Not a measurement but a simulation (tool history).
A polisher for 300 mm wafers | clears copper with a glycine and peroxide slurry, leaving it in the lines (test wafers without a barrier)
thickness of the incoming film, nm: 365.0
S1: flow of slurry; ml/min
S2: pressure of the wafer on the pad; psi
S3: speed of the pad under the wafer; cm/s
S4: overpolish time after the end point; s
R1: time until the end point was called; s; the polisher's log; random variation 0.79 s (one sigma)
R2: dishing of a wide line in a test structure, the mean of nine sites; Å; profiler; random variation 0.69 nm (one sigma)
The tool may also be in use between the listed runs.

run    day   S1   S2   S3  S4      R1      R2
  1  0.000  135  2.5  104  25  73.132  610.72
  2  0.338  125  2.4  112  23  73.976  575.83
  3  0.529  125  2.4  112  18  72.353  509.88
  4  0.742  125  2.4  122  18  69.583  517.35
  5  0.908  130  2.3  128  17  67.492  500.43
  6  1.179  140  2.1  132  16  70.489  460.79
  7  1.212  175  1.4  160   8  79.519  239.98
  8  1.329  175  1.5  160   8  72.618  261.00
  9  1.367  180  1.7  160  10  70.289  327.52
 10  1.571  175  1.7  160  10  68.409  331.97
 11  1.917  165  1.7  160  10  70.186  334.18
 12  2.088  170  1.7  160  10  69.349  324.84
 13  2.379  175  1.7  160  10  69.890  323.63
 14  2.542  180  1.7  160  10  67.254  324.36

Run 15 comes next. What will it give?
 15  2.796  185  1.7  160  10   ?   ?

Run 15 gave R1 68.170 s, R2 326.97 Å.
